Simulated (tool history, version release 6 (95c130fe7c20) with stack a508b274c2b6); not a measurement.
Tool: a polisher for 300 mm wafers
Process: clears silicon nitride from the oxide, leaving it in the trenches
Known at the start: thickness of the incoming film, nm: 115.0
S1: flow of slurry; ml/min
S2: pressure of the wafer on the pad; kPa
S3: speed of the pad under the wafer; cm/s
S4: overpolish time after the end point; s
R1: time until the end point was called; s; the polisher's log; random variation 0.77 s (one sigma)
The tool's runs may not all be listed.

run  hour   S1    S2   S3  S4      R1
  1     0  185  15.2  114  44  125.21
  2   3.6  215  15.2  114  44  121.81
  3   4.8  215  15.2  114  47  120.67
  4  10.2  220  15.9  114  47  115.42
  5  15.3  220  14.5  114  47  127.16
  6  21.5  220  14.5  114  47   126.7
  7  22.9  220  15.2  114  47  119.74
  8  29.9  225  15.9  114  47  113.99
  9  36.7  225  16.5  114  47  111.91
 10  41.4  225  17.2  114  47  108.03
 11  45.3  225  17.9  114  47  104.02
 12  48.7  235  22.1  116  47  81.021

What will run 13 give?
 13  53.7  240  22.1  116  47   ?

{"run 13": {"R1": 82.471}}
